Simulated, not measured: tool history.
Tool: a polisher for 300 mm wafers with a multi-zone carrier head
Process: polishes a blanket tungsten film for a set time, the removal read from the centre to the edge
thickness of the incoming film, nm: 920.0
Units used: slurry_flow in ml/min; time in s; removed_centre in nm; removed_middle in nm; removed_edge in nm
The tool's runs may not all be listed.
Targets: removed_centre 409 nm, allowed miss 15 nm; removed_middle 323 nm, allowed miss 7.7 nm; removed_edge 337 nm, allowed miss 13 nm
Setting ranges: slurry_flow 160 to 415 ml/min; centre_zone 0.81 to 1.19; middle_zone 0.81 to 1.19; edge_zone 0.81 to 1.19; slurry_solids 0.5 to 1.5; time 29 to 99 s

run	day	slurry_flow	centre_zone	middle_zone	edge_zone	slurry_solids	time	removed_centre	removed_middle	removed_edge
1	0	265	1	1	1	1	64	272.74	266.3	265.9
2	0.367	265	1	1	1	1.1	64	282.07	272.92	273.52
3	0.396	265	1	1	1	1.1	49	210.77	207.51	203.95
4	0.517	215	1	1	1	1.1	49	208.07	203.71	200.29
5	0.721	215	1.03	1	1	1.1	49	209.69	202.92	205.59
6	0.933	215	0.99	1	1	1.1	49	204.31	204.31	198.82
7	1.208	250	1.04	1	0.96	1.2	54	247.83	235.6	232.3
8	1.479	275	1.08	0.99	0.94	1.25	57	283.82	250.98	236.67
9	1.575	275	1.08	0.99	0.94	1.25	57	279.13	250.78	244.18
10	1.758	290	1.11	0.99	0.97	1.3	59	303.89	263.39	254.13
11	2.121	290	1.12	0.98	1	1.35	62	324.69	279.16	271.77

Pick the move, out of 4, that brings all results within their allowed miss; only one does.
A	2.483	220	1.08	0.92	1.1	1.5	76	?	?	?
B	2.483	290	1.16	1.08	0.97	1.35	71	?	?	?
C	2.483	370	1.19	0.97	1.08	1.2	73	?	?	?
D	2.483	270	1.05	0.97	0.94	1.5	75	?	?	?

move	removed_centre	removed_middle	removed_edge
A	384.11	319.36	362.77
B	390.05	343.71	317.2
C	408.29	319.54	339.16
D	379.92	338.67	338.24
A: gets the furthest-off result to its target, but another result is out of tolerance
B: pushes the last run's worst result past its target
C: every result lands within tolerance
D: pushes the last run's worst result past its target
Correct choice: C, which meets every target
